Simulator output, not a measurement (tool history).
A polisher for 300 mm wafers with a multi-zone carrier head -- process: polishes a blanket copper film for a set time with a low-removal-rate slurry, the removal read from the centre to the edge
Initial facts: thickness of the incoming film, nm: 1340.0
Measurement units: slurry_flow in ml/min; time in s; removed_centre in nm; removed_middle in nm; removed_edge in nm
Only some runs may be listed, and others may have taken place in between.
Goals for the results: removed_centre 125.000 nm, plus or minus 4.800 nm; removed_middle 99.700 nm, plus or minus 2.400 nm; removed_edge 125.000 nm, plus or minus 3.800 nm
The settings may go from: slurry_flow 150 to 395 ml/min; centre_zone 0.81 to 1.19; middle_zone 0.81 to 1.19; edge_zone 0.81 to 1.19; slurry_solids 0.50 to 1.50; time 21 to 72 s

Run 1, hour 0.0: slurry_flow 250 ml/min, centre_zone 1.00, middle_zone 1.00, edge_zone 1.00, slurry_solids 1.00, time 46 s. Result: removed_centre 102.590 nm, removed_middle 103.070 nm, removed_edge 104.370 nm.
Run 2, hour 2.7: slurry_flow 250 ml/min, centre_zone 0.94, middle_zone 1.00, edge_zone 1.00, slurry_solids 1.00, time 46 s. Result: removed_centre 95.379 nm, removed_middle 103.680 nm, removed_edge 104.690 nm.
Run 3, hour 8.8: slurry_flow 250 ml/min, centre_zone 0.94, middle_zone 1.07, edge_zone 1.00, slurry_solids 1.00, time 46 s. Result: removed_centre 97.544 nm, removed_middle 109.860 nm, removed_edge 105.220 nm.
Run 4, hour 15.6: slurry_flow 255 ml/min, centre_zone 0.96, middle_zone 1.05, edge_zone 1.02, slurry_solids 1.05, time 46 s. Result: removed_centre 101.990 nm, removed_middle 109.810 nm, removed_edge 106.480 nm.
Run 5, hour 16.5: slurry_flow 290 ml/min, centre_zone 0.96, middle_zone 1.05, edge_zone 1.02, slurry_solids 1.05, time 46 s. Result: removed_centre 103.840 nm, removed_middle 110.180 nm, removed_edge 108.930 nm.
Run 6, hour 25.1: slurry_flow 290 ml/min, centre_zone 0.96, middle_zone 1.05, edge_zone 1.02, slurry_solids 1.05, time 36 s. Result: removed_centre 81.154 nm, removed_middle 86.103 nm, removed_edge 85.356 nm.
At hour 27.6: slurry nozzle cleaned.
Run 7, hour 27.6: slurry_flow 300 ml/min, centre_zone 0.97, middle_zone 1.03, edge_zone 1.04, slurry_solids 1.10, time 37 s. Result: removed_centre 88.667 nm, removed_middle 93.824 nm, removed_edge 92.754 nm.
Run 8, hour 32.7: slurry_flow 300 ml/min, centre_zone 0.97, middle_zone 1.03, edge_zone 1.04, slurry_solids 1.10, time 37 s. Result: removed_centre 88.235 nm, removed_middle 92.916 nm, removed_edge 91.939 nm.
Run 9, hour 34.9: slurry_flow 300 ml/min, centre_zone 1.07, middle_zone 0.93, edge_zone 1.14, slurry_solids 1.35, time 45 s. Result: removed_centre 121.430 nm, removed_middle 107.550 nm, removed_edge 120.730 nm.
Run 10, hour 43.1: slurry_flow 295 ml/min, centre_zone 1.07, middle_zone 0.92, edge_zone 1.14, slurry_solids 1.35, time 45 s. Result: removed_centre 121.450 nm, removed_middle 107.090 nm, removed_edge 122.520 nm.
Run 11, hour 51.2: slurry_flow 290 ml/min, centre_zone 1.07, middle_zone 0.91, edge_zone 1.14, slurry_solids 1.35, time 45 s. Result: removed_centre 121.020 nm, removed_middle 106.950 nm, removed_edge 120.550 nm.
Run 12, hour 59.2: slurry_flow 295 ml/min, centre_zone 1.07, middle_zone 0.90, edge_zone 1.15, slurry_solids 1.35, time 45 s. Result: removed_centre 120.590 nm, removed_middle 104.370 nm, removed_edge 122.400 nm.
Run 13, hour 67.0: slurry_flow 295 ml/min, centre_zone 1.07, middle_zone 0.89, edge_zone 1.15, slurry_solids 1.35, time 45 s. Result: removed_centre 121.500 nm, removed_middle 103.660 nm, removed_edge 121.310 nm.

5 next moves are on the table. One of them brings every result within its allowed miss. Which?
Run A, hour 74.8: slurry_flow 315 ml/min, centre_zone 1.06, middle_zone 0.82, edge_zone 1.14, slurry_solids 1.40, time 46 s. Result: removed_centre ?, removed_middle ?, removed_edge ?.
Run B, hour 74.8: slurry_flow 290 ml/min, centre_zone 1.02, middle_zone 0.94, edge_zone 1.18, slurry_solids 1.40, time 45 s. Result: removed_centre ?, removed_middle ?, removed_edge ?.
Run C, hour 74.8: slurry_flow 220 ml/min, centre_zone 1.09, middle_zone 0.95, edge_zone 1.09, slurry_solids 1.25, time 46 s. Result: removed_centre ?, removed_middle ?, removed_edge ?.
Run D, hour 74.8: slurry_flow 295 ml/min, centre_zone 1.15, middle_zone 0.84, edge_zone 1.03, slurry_solids 1.25, time 45 s. Result: removed_centre ?, removed_middle ?, removed_edge ?.
Run E, hour 74.8: slurry_flow 230 ml/min, centre_zone 0.96, middle_zone 0.88, edge_zone 1.09, slurry_solids 1.30, time 48 s. Result: removed_centre ?, removed_middle ?, removed_edge ?.

move  removed_centre  removed_middle  removed_edge
   A         127.060          99.917       126.980
   B         118.920         108.600       125.520
   C         122.730         106.480       117.980
   D         130.760          97.052       115.080
   E         114.920         105.620       124.590
A: meets every target
B: lands further from the targets than the last run did
C: lands further from the targets than the last run did
D: moves the result that the last run missed by most past its target, out the other side
E: lands further from the targets than the last run did
Correct choice: A, which meets every target
